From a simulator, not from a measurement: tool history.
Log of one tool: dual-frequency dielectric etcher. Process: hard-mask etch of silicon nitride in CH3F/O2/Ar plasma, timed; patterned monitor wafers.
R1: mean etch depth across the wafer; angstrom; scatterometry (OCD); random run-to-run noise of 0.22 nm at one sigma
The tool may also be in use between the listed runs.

Run 1, hour 0.0: source power (W) 470, bias power (W) 70, etch time (s) 121.5. Result: R1 891.33 angstrom.
Run 2, hour 8.2: source power (W) 450, bias power (W) 70, etch time (s) 121.5. Result: R1 875.68 angstrom.
Run 3, hour 15.0: source power (W) 510, bias power (W) 70, etch time (s) 121.5. Result: R1 931.72 angstrom.
Run 4, hour 22.3: source power (W) 490, bias power (W) 70, etch time (s) 121.5. Result: R1 912.12 angstrom.
Run 5, hour 30.7: source power (W) 470, bias power (W) 70, etch time (s) 121.5. Result: R1 887.43 angstrom.
Run 6, hour 37.5: source power (W) 460, bias power (W) 70, etch time (s) 121.5. Result: R1 875.60 angstrom.
Run 7, hour 38.9: source power (W) 450, bias power (W) 70, etch time (s) 121.5. Result: R1 870.00 angstrom.

Run 8 is up next; what results do you expect?
Run 8, hour 42.0: source power (W) 440, bias power (W) 70, etch time (s) 121.5. Result: R1 ?.

{"run 8": {"R1": 861.83}}
